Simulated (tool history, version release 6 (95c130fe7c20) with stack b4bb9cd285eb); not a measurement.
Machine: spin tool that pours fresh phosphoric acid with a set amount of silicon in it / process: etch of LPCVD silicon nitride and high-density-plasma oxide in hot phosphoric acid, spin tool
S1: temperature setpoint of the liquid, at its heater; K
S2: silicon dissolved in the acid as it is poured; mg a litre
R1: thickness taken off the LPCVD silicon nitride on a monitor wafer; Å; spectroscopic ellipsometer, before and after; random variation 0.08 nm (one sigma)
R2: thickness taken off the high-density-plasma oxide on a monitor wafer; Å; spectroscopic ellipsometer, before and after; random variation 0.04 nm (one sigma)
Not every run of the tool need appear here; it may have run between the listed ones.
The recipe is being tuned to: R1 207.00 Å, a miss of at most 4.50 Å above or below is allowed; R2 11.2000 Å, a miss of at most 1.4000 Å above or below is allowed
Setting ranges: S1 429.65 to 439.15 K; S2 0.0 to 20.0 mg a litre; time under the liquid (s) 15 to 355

Run 1, day 0.000: S1 434.15 K, S2 9.0 mg a litre, time under the liquid (s) 180. Result: R1 165.15 Å, R2 11.3390 Å.
Run 2, day 0.242: S1 434.15 K, S2 9.0 mg a litre, time under the liquid (s) 225. Result: R1 207.85 Å, R2 13.8820 Å.
Run 3, day 0.425: S1 434.15 K, S2 9.0 mg a litre, time under the liquid (s) 300. Result: R1 279.46 Å, R2 18.6870 Å.
Run 4, day 0.517: S1 433.15 K, S2 9.5 mg a litre, time under the liquid (s) 290. Result: R1 258.70 Å, R2 16.6520 Å.
Run 5, day 0.875: S1 432.15 K, S2 10.5 mg a litre, time under the liquid (s) 285. Result: R1 247.45 Å, R2 14.9700 Å.
Run 6, day 0.912: S1 431.65 K, S2 11.0 mg a litre, time under the liquid (s) 280. Result: R1 237.57 Å, R2 13.7680 Å.
Run 7, day 1.004: S1 431.15 K, S2 11.0 mg a litre, time under the liquid (s) 275. Result: R1 231.12 Å, R2 12.8790 Å.
Run 8, day 1.150: S1 431.15 K, S2 11.0 mg a litre, time under the liquid (s) 270. Result: R1 226.62 Å, R2 12.6340 Å.
Run 9, day 1.329: S1 431.15 K, S2 11.0 mg a litre, time under the liquid (s) 265. Result: R1 221.06 Å, R2 12.3040 Å.

Exactly one of the 5 candidate moves below puts every result within its allowed miss. Which one?
Run A, day 1.508: S1 431.65 K, S2 12.0 mg a litre, time under the liquid (s) 230. Result: R1 ?, R2 ?.
Run B, day 1.508: S1 431.15 K, S2 13.5 mg a litre, time under the liquid (s) 250. Result: R1 ?, R2 ?.
Run C, day 1.508: S1 429.65 K, S2 11.5 mg a litre, time under the liquid (s) 270. Result: R1 ?, R2 ?.
Run D, day 1.508: S1 429.65 K, S2 13.0 mg a litre, time under the liquid (s) 275. Result: R1 ?, R2 ?.
Run E, day 1.508: S1 429.65 K, S2 20.0 mg a litre, time under the liquid (s) 250. Result: R1 ?, R2 ?.

move      R1       R2
   A  196.33  11.8440
   B  209.82  12.0390
   C  215.33  12.0760
   D  219.32  11.9420
   E  199.38   9.3094
A: pushes the last run's worst result past its target
B: each result inside its tolerance
C: nearer than the last run, and not there yet
D: nearer than the last run, and not there yet
E: pushes the last run's worst result past its target
Move B is the one to make.

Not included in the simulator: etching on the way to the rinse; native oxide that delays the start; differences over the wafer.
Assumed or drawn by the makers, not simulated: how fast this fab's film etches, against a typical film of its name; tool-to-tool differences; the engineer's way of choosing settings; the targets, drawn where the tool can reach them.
